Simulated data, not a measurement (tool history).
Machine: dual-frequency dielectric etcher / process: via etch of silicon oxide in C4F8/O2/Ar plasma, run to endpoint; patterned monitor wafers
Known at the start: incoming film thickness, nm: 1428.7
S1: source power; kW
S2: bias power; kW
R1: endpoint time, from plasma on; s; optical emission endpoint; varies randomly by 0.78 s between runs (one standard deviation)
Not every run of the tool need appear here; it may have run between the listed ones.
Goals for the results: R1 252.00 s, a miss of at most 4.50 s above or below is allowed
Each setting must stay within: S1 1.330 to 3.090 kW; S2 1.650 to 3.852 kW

| run | hour | S1 | S2 | R1 |
|---|---|---|---|---|
| 1 | 0.0 | 2.210 | 2.751 | 273.58 |
| 2 | 7.4 | 2.270 | 2.764 | 271.35 |
| 3 | 11.6 | 2.320 | 2.778 | 270.36 |
| 4 | 14.6 | 2.020 | 2.778 | 285.05 |
| 5 | 23.3 | 2.020 | 2.431 | 297.35 |
| 6 | 25.8 | 2.130 | 2.452 | 290.44 |
|  | 26.5 | bias power generator calibrated |
| 7 | 26.5 | 2.220 | 2.471 | 280.32 |
| 8 | 30.8 | 2.280 | 2.484 | 275.65 |
| 9 | 33.9 | 2.330 | 2.494 | 272.93 |
| 10 | 40.5 | 2.370 | 2.503 | 270.27 |
| 11 | 42.6 | 2.410 | 2.511 | 268.62 |
| 12 | 48.2 | 2.450 | 2.519 | 266.19 |
| 13 | 50.7 | 2.480 | 2.526 | 263.03 |
| 14 | 56.1 | 2.500 | 2.531 | 262.95 |
| 15 | 58.3 | 2.500 | 2.531 | 263.77 |

5 candidate next runs follow, results not yet known. Just one meets every target within its allowed miss. Identify it.
| A | 60.5 | 2.960 | 2.599 | ? |
| B | 60.5 | 2.740 | 2.895 | ? |
| C | 60.5 | 2.540 | 2.817 | ? |
| D | 60.5 | 2.410 | 2.725 | ? |
| E | 60.5 | 2.320 | 2.775 | ? |

| move | R1 |
|---|---|
| A | 243.32 |
| B | 243.13 |
| C | 253.10 |
| D | 261.43 |
| E | 264.16 |
A: carries the result that was furthest off beyond its target, to the other side
B: carries the result that was furthest off beyond its target, to the other side
C: in spec on every target
D: an improvement on the last run, though not all results are within tolerance
E: no nearer and no further than the last run
The right move is C.
